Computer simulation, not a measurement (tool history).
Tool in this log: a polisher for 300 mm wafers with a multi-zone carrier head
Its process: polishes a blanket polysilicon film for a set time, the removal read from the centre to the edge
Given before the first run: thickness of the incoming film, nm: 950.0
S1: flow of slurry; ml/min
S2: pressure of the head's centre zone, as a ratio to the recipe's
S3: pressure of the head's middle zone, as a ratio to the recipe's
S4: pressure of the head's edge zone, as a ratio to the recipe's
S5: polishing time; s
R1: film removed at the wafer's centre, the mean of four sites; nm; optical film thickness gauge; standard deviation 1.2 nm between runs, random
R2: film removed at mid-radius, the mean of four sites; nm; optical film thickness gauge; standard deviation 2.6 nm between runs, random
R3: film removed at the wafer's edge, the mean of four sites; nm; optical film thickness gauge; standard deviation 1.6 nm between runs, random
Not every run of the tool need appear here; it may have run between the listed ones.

Run 1, day 0: S1 320 ml/min, S2 1, S3 1, S4 1, S5 38 s. Result: R1 306.71 nm, R2 308.12 nm, R3 299.86 nm.
Run 2, day 0.071: S1 320 ml/min, S2 0.99, S3 0.99, S4 0.98, S5 35 s. Result: R1 283.93 nm, R2 293.97 nm, R3 267.29 nm.
Run 3, day 0.104: S1 375 ml/min, S2 0.99, S3 0.99, S4 0.98, S5 35 s. Result: R1 288.78 nm, R2 295.27 nm, R3 272.51 nm.
Run 4, day 0.258: S1 365 ml/min, S2 0.98, S3 0.97, S4 0.98, S5 33 s. Result: R1 267.68 nm, R2 268.96 nm, R3 258.69 nm.
Run 5, day 0.517: S1 365 ml/min, S2 0.98, S3 0.97, S4 0.98, S5 37 s. Result: R1 300.13 nm, R2 301.18 nm, R3 290.21 nm.
Run 6, day 0.546: S1 365 ml/min, S2 0.98, S3 0.97, S4 0.98, S5 42 s. Result: R1 340.95 nm, R2 340.63 nm, R3 327.06 nm.
Run 7, day 0.842: S1 340 ml/min, S2 0.9, S3 0.9, S4 0.88, S5 32 s. Result: R1 232.74 nm, R2 250.75 nm, R3 241.45 nm.
Run 8, day 1.096: S1 340 ml/min, S2 0.9, S3 0.9, S4 0.87, S5 30 s. Result: R1 219.65 nm, R2 231.51 nm, R3 218.32 nm.
Run 9, day 1.271: S1 340 ml/min, S2 0.9, S3 0.89, S4 0.86, S5 29 s. Result: R1 217.59 nm, R2 228.37 nm, R3 217.26 nm.
Run 10, day 1.467: S1 340 ml/min, S2 0.9, S3 0.88, S4 0.86, S5 28 s. Result: R1 208.89 nm, R2 207.07 nm, R3 204.88 nm.
Run 11, day 1.575: S1 340 ml/min, S2 0.89, S3 0.88, S4 0.85, S5 27 s. Result: R1 198 nm, R2 206.29 nm, R3 196.47 nm.
Run 12, day 1.717: S1 340 ml/min, S2 0.89, S3 0.88, S4 0.85, S5 26 s. Result: R1 190.17 nm, R2 197.39 nm, R3 188.63 nm.
Run 13, day 1.979: S1 340 ml/min, S2 0.88, S3 0.87, S4 0.84, S5 24 s. Result: R1 172.73 nm, R2 179.38 nm, R3 173.04 nm.
Run 14, day 2.258: S1 340 ml/min, S2 0.88, S3 0.87, S4 0.83, S5 24 s. Result: R1 175.16 nm, R2 179.08 nm, R3 177.5 nm.

Predict the results of run 15:
Run 15, day 2.279: S1 325 ml/min, S2 0.9, S3 0.91, S4 0.81, S5 22 s. Result: R1 ?, R2 ?, R3 ?.

Run 15 gave R1 160.72 nm, R2 171.62 nm, R3 160.96 nm.
